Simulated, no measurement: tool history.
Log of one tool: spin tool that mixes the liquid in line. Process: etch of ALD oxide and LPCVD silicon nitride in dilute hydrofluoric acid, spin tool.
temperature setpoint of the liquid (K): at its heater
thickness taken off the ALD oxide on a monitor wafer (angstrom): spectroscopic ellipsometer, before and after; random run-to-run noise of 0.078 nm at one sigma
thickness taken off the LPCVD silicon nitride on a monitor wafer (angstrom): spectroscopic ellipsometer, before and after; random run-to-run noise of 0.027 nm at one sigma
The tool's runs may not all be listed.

| run | hour | temperature setpoint of the liquid (K) | parts of water to one part of 49 % hydrofluoric acid (parts by volume) | time under the liquid (s) | thickness taken off the ALD oxide on a monitor wafer (angstrom) | thickness taken off the LPCVD silicon nitride on a monitor wafer (angstrom) |
|---|---|---|---|---|---|---|
| 1 | 0.0 | 295.15 | 65 | 30 | 115.260 | 2.1439 |
| 2 | 7.5 | 298.15 | 65 | 30 | 131.070 | 3.2625 |
| 3 | 11.9 | 300.15 | 65 | 30 | 142.340 | 2.9001 |
| 4 | 15.7 | 300.15 | 65 | 40 | 191.240 | 3.6843 |
| 5 | 22.9 | 300.15 | 65 | 50 | 236.210 | 6.1706 |
| 6 | 27.0 | 300.15 | 85 | 50 | 173.870 | 5.6864 |
| 7 | 28.6 | 297.65 | 90 | 50 | 148.310 | 3.1122 |
| 8 | 35.9 | 295.65 | 115 | 45 | 94.317 | 1.4274 |

For run 9, what comes out?
| 9 | 40.5 | 295.15 | 115 | 45 | ? | ? |

thickness taken off the ALD oxide on a monitor wafer (angstrom): 93.541
thickness taken off the LPCVD silicon nitride on a monitor wafer (angstrom): 1.2823
